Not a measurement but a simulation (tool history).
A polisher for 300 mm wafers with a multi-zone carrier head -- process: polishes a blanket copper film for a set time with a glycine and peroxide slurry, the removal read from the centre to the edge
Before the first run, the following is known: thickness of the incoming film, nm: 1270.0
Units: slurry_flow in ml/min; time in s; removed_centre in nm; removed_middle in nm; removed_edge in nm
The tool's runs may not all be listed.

run,day,slurry_flow,centre_zone,middle_zone,edge_zone,time,removed_centre,removed_middle,removed_edge
1,0,170,1,1,1,62,458.45,459.65,458.66
2,0.362,160,0.98,1.01,0.96,61,441.89,458.62,432.68
3,0.512,160,0.98,1.01,1.04,61,440.5,460.85,461.81
4,0.696,160,0.98,1.01,0.97,61,443.48,440.92,450.59
5,0.904,160,0.98,1.01,0.97,49,344.04,368.06,357.25
6,1.017,170,0.99,1.04,0.99,49,355.82,377.32,365.42
7,1.179,180,0.99,1.08,1,49,361.16,386.33,366.89

Run 8 has not been measured yet. What should we expect?
8,1.338,185,0.98,1.11,1.01,50,?,?,?

removed_centre: 365.3 nm
removed_middle: 420.52 nm
removed_edge: 378.3 nm

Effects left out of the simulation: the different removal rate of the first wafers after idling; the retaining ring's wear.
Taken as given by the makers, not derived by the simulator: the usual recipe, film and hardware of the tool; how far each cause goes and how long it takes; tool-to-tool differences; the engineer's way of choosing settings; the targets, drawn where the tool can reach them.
